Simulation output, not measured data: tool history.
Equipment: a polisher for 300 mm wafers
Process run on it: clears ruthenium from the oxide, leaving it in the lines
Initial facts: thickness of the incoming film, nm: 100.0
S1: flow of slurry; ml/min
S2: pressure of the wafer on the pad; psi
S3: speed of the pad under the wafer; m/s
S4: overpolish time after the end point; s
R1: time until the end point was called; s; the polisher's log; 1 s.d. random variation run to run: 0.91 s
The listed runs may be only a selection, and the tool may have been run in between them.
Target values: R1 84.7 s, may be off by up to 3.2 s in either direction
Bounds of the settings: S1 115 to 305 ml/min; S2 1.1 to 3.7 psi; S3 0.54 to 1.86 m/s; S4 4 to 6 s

run 1 hour=0 | S1=195 S2=2.4 S3=1.18 S4=6 | R1=70.631
run 2 hour=8.4 | S1=195 S2=2.3 S3=1.18 S4=6 | R1=72.049
run 3 hour=17.4 | S1=195 S2=2.2 S3=1.18 S4=6 | R1=74.244
run 4 hour=22.1 | S1=160 S2=2.2 S3=1.18 S4=6 | R1=77.955
-- hour=28 slurry nozzle cleaned
run 5 hour=28 | S1=160 S2=2.8 S3=1.18 S4=6 | R1=57.795
run 6 hour=37 | S1=160 S2=2.8 S3=1.3 S4=6 | R1=53.632
run 7 hour=45.2 | S1=155 S2=2.2 S3=1.26 S4=6 | R1=68.859
run 8 hour=48.6 | S1=155 S2=2.1 S3=1.26 S4=6 | R1=71.555
run 9 hour=51.8 | S1=155 S2=2 S3=1.26 S4=6 | R1=75.077
run 10 hour=59.2 | S1=155 S2=1.9 S3=1.26 S4=6 | R1=79.795

Pick the move, out of 4, that brings all results within their allowed miss; only one does.
run A hour=66.6 | S1=145 S2=1.8 S3=1.26 S4=6 | R1=?
run B hour=66.6 | S1=150 S2=2.4 S3=1 S4=6 | R1=?
run C hour=66.6 | S1=145 S2=2 S3=1.22 S4=6 | R1=?
run D hour=66.6 | S1=165 S2=2.2 S3=1.1 S4=6 | R1=?

move=A R1=85.202
move=B R1=78.855
move=C R1=79.269
move=D R1=77.401
A: every result within its allowed miss
B: the biggest miss grows against the last run
C: the biggest miss grows against the last run
D: the biggest miss grows against the last run
Answer: A
